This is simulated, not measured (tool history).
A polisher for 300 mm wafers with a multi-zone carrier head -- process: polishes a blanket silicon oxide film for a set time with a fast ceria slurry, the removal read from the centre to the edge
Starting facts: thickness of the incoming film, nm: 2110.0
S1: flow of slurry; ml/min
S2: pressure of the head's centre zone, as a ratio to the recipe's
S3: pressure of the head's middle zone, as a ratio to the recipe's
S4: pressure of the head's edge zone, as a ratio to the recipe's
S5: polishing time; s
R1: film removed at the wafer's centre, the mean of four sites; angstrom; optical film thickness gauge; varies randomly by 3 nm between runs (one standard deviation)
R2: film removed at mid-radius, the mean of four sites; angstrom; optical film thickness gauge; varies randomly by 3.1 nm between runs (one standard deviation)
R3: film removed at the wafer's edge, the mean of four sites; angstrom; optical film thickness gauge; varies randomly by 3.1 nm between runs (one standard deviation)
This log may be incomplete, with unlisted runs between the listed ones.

run,day,S1,S2,S3,S4,S5,R1,R2,R3
1,0.000,145,1.00,1.00,1.00,58,6359.2,6280.0,6577.4
2,0.350,140,0.98,1.00,0.97,52,5591.4,5634.1,5756.9
3,0.562,135,0.95,0.99,0.95,48,4928.8,5071.1,5243.0
4,0.721,130,0.93,0.99,0.93,45,4615.4,4749.2,4805.5
5,0.975,130,0.93,0.95,0.93,45,4468.3,4568.0,4784.9
6,1.179,130,0.93,0.95,0.93,38,3849.8,3887.4,4063.8
7,1.333,125,0.91,0.95,0.91,37,3606.4,3707.7,3939.3

Run 8 comes next. What will it give?
8,1.692,120,0.90,0.96,0.89,37,?,?,?

Run 8 measured R1 3528.7 angstrom, R2 3733.2 angstrom, R3 3889.4 angstrom.

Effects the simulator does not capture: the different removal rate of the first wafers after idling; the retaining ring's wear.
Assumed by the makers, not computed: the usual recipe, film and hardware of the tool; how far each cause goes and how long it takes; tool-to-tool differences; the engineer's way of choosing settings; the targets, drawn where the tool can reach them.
